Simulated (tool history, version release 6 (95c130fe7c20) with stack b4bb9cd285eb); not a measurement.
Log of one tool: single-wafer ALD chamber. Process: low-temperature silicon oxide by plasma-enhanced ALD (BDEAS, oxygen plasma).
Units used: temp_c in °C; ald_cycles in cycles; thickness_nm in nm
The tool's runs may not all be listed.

run	hour	temp_c	ald_cycles	thickness_nm
1	0.0	115	35	4.8135
2	7.4	113	36	4.9642
3	9.0	113	40	5.5041
4	11.0	111	40	5.5346
5	19.5	111	44	6.0869
6	26.8	113	44	6.0509
7	32.3	115	44	6.0523
8	35.6	117	44	6.0274

What will run 9 give?
9	37.1	118	44	?

{"run 9": {"thickness_nm": 5.992}}

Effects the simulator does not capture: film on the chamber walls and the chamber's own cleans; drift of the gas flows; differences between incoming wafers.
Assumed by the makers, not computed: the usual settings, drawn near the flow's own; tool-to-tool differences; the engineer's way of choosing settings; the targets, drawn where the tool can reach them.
